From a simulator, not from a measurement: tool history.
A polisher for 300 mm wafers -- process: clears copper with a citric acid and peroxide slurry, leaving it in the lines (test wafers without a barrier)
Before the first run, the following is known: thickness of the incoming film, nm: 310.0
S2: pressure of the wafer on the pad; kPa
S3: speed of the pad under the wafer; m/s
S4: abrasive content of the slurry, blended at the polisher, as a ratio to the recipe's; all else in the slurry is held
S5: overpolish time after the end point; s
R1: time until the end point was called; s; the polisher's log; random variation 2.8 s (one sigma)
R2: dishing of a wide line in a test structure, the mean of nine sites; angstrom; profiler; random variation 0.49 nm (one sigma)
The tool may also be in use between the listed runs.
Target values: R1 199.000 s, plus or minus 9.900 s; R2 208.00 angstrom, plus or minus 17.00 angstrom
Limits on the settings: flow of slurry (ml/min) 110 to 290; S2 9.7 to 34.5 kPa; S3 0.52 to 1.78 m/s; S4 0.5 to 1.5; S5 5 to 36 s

run 1 hour=0.0 | flow_of_slurry_(ml/min)=185 S2=22.1 S3=1.14 S4=1.0 S5=18 | R1=112.420 R2=311.30
run 2 hour=2.6 | flow_of_slurry_(ml/min)=185 S2=22.1 S3=1.14 S4=1.0 S5=22 | R1=110.360 R2=371.54
run 3 hour=5.2 | flow_of_slurry_(ml/min)=185 S2=22.1 S3=1.28 S4=1.0 S5=22 | R1=98.424 R2=407.98
run 4 hour=6.8 | flow_of_slurry_(ml/min)=185 S2=19.3 S3=1.24 S4=1.0 S5=22 | R1=117.450 R2=345.05
run 5 hour=12.0 | flow_of_slurry_(ml/min)=185 S2=16.5 S3=1.22 S4=1.0 S5=22 | R1=136.180 R2=287.80
run 6 hour=15.2 | flow_of_slurry_(ml/min)=185 S2=14.5 S3=1.20 S4=1.0 S5=23 | R1=160.830 R2=264.99
run 7 hour=19.5 | flow_of_slurry_(ml/min)=185 S2=13.8 S3=1.20 S4=1.0 S5=23 | R1=163.650 R2=255.28
run 8 hour=27.3 | flow_of_slurry_(ml/min)=185 S2=13.1 S3=1.20 S4=1.0 S5=23 | R1=166.300 R2=252.03
run 9 hour=34.4 | flow_of_slurry_(ml/min)=185 S2=12.4 S3=1.20 S4=1.0 S5=23 | R1=180.580 R2=238.91

Exactly one of the 4 candidate moves below puts every result within its allowed miss. Which one?
run A hour=41.5 | flow_of_slurry_(ml/min)=165 S2=13.1 S3=1.20 S4=1.0 S5=24 | R1=? R2=?
run B hour=41.5 | flow_of_slurry_(ml/min)=180 S2=11.7 S3=1.12 S4=0.9 S5=35 | R1=? R2=?
run C hour=41.5 | flow_of_slurry_(ml/min)=170 S2=13.8 S3=0.98 S4=1.1 S5=22 | R1=? R2=?
run D hour=41.5 | flow_of_slurry_(ml/min)=205 S2=13.8 S3=1.24 S4=0.7 S5=25 | R1=? R2=?

move=A R1=177.690 R2=258.13
move=B R1=212.130 R2=306.95
move=C R1=200.510 R2=213.98
move=D R1=169.500 R2=280.06
A: the biggest miss grows against the last run
B: moves the result that the last run missed by most past its target, out the other side
C: every result within its allowed miss
D: the biggest miss grows against the last run
The right move is C.
